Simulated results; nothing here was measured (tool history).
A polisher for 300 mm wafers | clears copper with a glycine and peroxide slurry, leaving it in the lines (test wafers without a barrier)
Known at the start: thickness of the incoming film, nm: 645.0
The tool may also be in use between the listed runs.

run    day  flow of slurry (ml/min)  pressure of the wafer on the pad (kPa)  speed of the pad under the wafer (m/s)  overpolish time after the end point (s)  time until the end point was called (s)  dishing of a wide line in a test structure (angstrom)
  1      0                      205                                    18.6                                    0.76                                       20                                   178.21                                                 561.59
  2  0.283                      205                                    20.7                                    0.76                                       20                                    163.5                                                 559.24
  3  0.512                      205                                    18.6                                    0.76                                       20                                   175.43                                                 528.78
  4  0.746                      205                                    18.6                                    0.84                                       20                                   164.07                                                 563.52
  5  0.808                      170                                    18.6                                    0.84                                       20                                   170.42                                                 555.98
  6  0.921                      180                                    18.6                                    0.84                                       18                                    170.8                                                  503.8
  7  1.212                      185                                    19.3                                    0.84                                       16                                   166.19                                                 466.81
  8  1.292                      230                                    22.1                                    0.86                                        6                                   141.39                                                 212.45
  9  1.621                      225                                    22.1                                    0.86                                        7                                   143.93                                                 252.61
 10  1.646                      220                                    22.1                                    0.86                                        7                                    144.2                                                 249.37
 11  1.996                      215                                    22.1                                    0.86                                        7                                   146.11                                                 246.93

Forecast run 12:
 12  2.088                      215                                    22.1                                    0.86                                       14                                        ?                                                      ?

Run 12 gave time until the end point was called (s) 142.42, dishing of a wide line in a test structure (angstrom) 459.28.
